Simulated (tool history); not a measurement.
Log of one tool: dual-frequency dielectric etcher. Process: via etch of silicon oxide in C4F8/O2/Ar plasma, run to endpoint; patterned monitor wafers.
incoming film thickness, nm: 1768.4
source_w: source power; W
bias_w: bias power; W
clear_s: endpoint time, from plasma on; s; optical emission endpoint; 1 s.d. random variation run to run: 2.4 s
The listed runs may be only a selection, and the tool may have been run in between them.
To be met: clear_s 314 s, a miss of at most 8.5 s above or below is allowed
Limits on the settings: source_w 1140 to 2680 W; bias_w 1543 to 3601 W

run	day	source_w	bias_w	clear_s
1	0	1910	2572	350.04
2	0.158	1910	2361	361.33
3	0.283	1910	1922	388.48
4	0.35	2060	2043	368.94
5	0.542	2060	1671	391.05
6	0.792	2200	1827	373.08
7	0.954	2310	1971	364.83
8	1.179	2400	2158	344.39
9	1.329	2460	2239	346.48
10	1.358	2510	2380	332.48
11	1.475	2550	2441	331.52
12	1.625	2580	2513	320.88
13	1.838	2600	2532	326.82

Next run, 5 choices. One meets every target within its allowed miss, the rest don't. Which?
A	2.05	2490	2167	?
B	2.05	2540	2394	?
C	2.05	2500	2873	?
D	2.05	2420	1984	?
E	2.05	2530	2352	?

move	clear_s
A	345.02
B	332.53
C	315.38
D	357.53
E	334.77
A: further off than the last run
B: further off than the last run
C: every result lands within tolerance
D: further off than the last run
E: further off than the last run
The right move is C.
